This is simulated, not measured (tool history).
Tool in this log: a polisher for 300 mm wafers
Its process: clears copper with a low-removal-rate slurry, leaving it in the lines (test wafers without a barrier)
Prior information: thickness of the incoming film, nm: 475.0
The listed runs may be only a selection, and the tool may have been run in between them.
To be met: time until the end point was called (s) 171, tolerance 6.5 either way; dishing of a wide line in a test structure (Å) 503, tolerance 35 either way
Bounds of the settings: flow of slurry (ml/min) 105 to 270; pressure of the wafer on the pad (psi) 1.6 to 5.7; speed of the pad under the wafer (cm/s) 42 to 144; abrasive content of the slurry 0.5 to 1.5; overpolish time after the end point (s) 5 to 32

run	day	flow of slurry (ml/min)	pressure of the wafer on the pad (psi)	speed of the pad under the wafer (cm/s)	abrasive content of the slurry	overpolish time after the end point (s)	time until the end point was called (s)	dishing of a wide line in a test structure (Å)
1	0	175	3.6	92	1	16	167.41	322.12
2	0.317	220	3.6	92	1	16	163.13	349.36
3	0.412	220	3.6	92	1	18	161.98	375.99
4	0.642	220	3.6	92	0.85	18	171.9	358.45
5	0.896	220	4	92	0.85	18	153.75	387.73
6	1.254	220	3.3	92	0.85	18	185.69	332.31
7	1.588	220	3.3	92	0.85	18	181.18	334.9
8	1.892	220	3.3	92	0.9	20	184.47	376.89
9	2.025	220	3.4	92	0.9	21	176.15	402.74
10	2.138	220	3.4	92	0.9	22	175.47	391.71

Exercise: of the 4 proposed moves below, exactly one satisfies all targets within the stated allowed misses. Which move is it?
A	2.25	240	3.3	100	0.5	31	?	?
B	2.25	270	3.2	104	0.9	31	?	?
C	2.25	235	3.2	100	0.9	28	?	?
D	2.25	210	3.2	102	0.85	23	?	?

move	time until the end point was called (s)	dishing of a wide line in a test structure (Å)
A	183.48	538.24
B	164.62	581.24
C	172.93	519.65
D	173.71	444.22
A: moves the result that the last run missed by most past its target, out the other side
B: moves the result that the last run missed by most past its target, out the other side
C: in spec on every target
D: gains on the last run, yet a result remains outside its allowed miss
Answer: C

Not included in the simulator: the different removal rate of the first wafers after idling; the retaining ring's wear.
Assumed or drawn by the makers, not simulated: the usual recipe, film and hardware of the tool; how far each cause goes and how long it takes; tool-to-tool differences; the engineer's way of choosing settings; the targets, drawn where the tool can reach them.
